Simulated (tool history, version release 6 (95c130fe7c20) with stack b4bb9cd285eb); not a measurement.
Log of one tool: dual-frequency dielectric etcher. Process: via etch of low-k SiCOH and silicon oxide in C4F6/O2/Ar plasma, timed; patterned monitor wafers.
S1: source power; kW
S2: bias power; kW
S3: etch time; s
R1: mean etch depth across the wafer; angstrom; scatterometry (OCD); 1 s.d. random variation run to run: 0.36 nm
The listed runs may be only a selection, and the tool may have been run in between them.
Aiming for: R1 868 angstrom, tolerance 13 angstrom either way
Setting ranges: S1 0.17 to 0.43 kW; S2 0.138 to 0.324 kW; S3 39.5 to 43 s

{"run": 1, "hour": 0.0, "S1": 0.3, "S2": 0.231, "S3": 43, "R1": 970.17}
{"run": 2, "hour": 8.5, "S1": 0.34, "S2": 0.231, "S3": 43, "R1": 1009.7}
{"run": 3, "hour": 12.4, "S1": 0.31, "S2": 0.228, "S3": 43, "R1": 972.82}
{"run": 4, "hour": 21.3, "S1": 0.31, "S2": 0.192, "S3": 43, "R1": 917.62}
{"run": 5, "hour": 22.5, "S1": 0.3, "S2": 0.191, "S3": 43, "R1": 905.9}
{"run": 6, "hour": 29.7, "S1": 0.3, "S2": 0.191, "S3": 43, "R1": 914.61}
{"run": 7, "hour": 35.1, "S1": 0.29, "S2": 0.19, "S3": 43, "R1": 895.7}
{"run": 8, "hour": 41.6, "S1": 0.28, "S2": 0.19, "S3": 43, "R1": 883.07}

Which single option among these 4 for the next run brings every result within its allowed miss of target? Just one does.
{"run": "A", "hour": 48.1, "S1": 0.29, "S2": 0.193, "S3": 43, "R1": "?"}
{"run": "B", "hour": 48.1, "S1": 0.32, "S2": 0.2, "S3": 39.5, "R1": "?"}
{"run": "C", "hour": 48.1, "S1": 0.29, "S2": 0.196, "S3": 42.5, "R1": "?"}
{"run": "D", "hour": 48.1, "S1": 0.31, "S2": 0.183, "S3": 42, "R1": "?"}

move=A R1=909.39
move=B R1=875.42
move=C R1=903.15
move=D R1=895.25
A: misses by more than the last run did
B: hits every target within its allowed miss
C: misses by more than the last run did
D: misses by more than the last run did
B is the move that brings every result within its allowed miss.

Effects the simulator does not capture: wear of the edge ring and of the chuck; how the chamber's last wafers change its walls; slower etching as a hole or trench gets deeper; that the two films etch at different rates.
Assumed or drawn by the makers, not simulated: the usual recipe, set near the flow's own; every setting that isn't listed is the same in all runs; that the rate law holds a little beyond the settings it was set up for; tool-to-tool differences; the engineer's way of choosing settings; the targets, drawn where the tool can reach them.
